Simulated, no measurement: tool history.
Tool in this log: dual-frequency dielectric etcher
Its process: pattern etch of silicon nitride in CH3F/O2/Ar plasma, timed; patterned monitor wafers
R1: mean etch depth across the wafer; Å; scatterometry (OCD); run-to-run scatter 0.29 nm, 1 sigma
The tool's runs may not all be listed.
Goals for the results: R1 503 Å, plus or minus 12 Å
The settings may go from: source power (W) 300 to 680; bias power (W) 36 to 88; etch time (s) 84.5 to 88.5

Run 1, hour 0: source power (W) 490, bias power (W) 62, etch time (s) 84.5. Result: R1 593.53 Å.
Run 2, hour 5.8: source power (W) 490, bias power (W) 62, etch time (s) 84.5. Result: R1 598.59 Å.
Run 3, hour 14.1: source power (W) 490, bias power (W) 69, etch time (s) 84.5. Result: R1 616.65 Å.
Run 4, hour 21.4: source power (W) 430, bias power (W) 69, etch time (s) 84.5. Result: R1 593.66 Å.
Run 5, hour 26.2: source power (W) 470, bias power (W) 69, etch time (s) 84.5. Result: R1 613.82 Å.
Run 6, hour 34.7: source power (W) 450, bias power (W) 67, etch time (s) 84.5. Result: R1 599.03 Å.
Run 7, hour 38.4: source power (W) 430, bias power (W) 64, etch time (s) 84.5. Result: R1 578.17 Å.
Run 8, hour 39.8: source power (W) 410, bias power (W) 62, etch time (s) 84.5. Result: R1 556.37 Å.
Run 9, hour 44.3: source power (W) 400, bias power (W) 61, etch time (s) 84.5. Result: R1 551.85 Å.
Run 10, hour 49.6: source power (W) 390, bias power (W) 60, etch time (s) 84.5. Result: R1 543.36 Å.
Run 11, hour 51.7: source power (W) 380, bias power (W) 60, etch time (s) 84.5. Result: R1 538.86 Å.
Run 12, hour 55.1: source power (W) 370, bias power (W) 60, etch time (s) 84.5. Result: R1 534.99 Å.
Run 13, hour 56.7: source power (W) 360, bias power (W) 60, etch time (s) 84.5. Result: R1 530.88 Å.
Run 14, hour 60.6: source power (W) 350, bias power (W) 60, etch time (s) 84.5. Result: R1 522.88 Å.
Run 15, hour 69.5: source power (W) 350, bias power (W) 60, etch time (s) 84.5. Result: R1 521.19 Å.

Which one of the following 4 next-run settings gets every result inside its allowed miss? There is exactly one.
Run A, hour 78.4: source power (W) 320, bias power (W) 66, etch time (s) 87. Result: R1 ?.
Run B, hour 78.4: source power (W) 320, bias power (W) 68, etch time (s) 87.5. Result: R1 ?.
Run C, hour 78.4: source power (W) 350, bias power (W) 67, etch time (s) 84.5. Result: R1 ?.
Run D, hour 78.4: source power (W) 300, bias power (W) 52, etch time (s) 88.5. Result: R1 ?.

move      R1
   A  544.16
   B  552.71
   C  547.51
   D  501.86
A: lands further from the targets than the last run did
B: lands further from the targets than the last run did
C: lands further from the targets than the last run did
D: each result inside its tolerance
So the answer is move D, the one that meets all the targets.
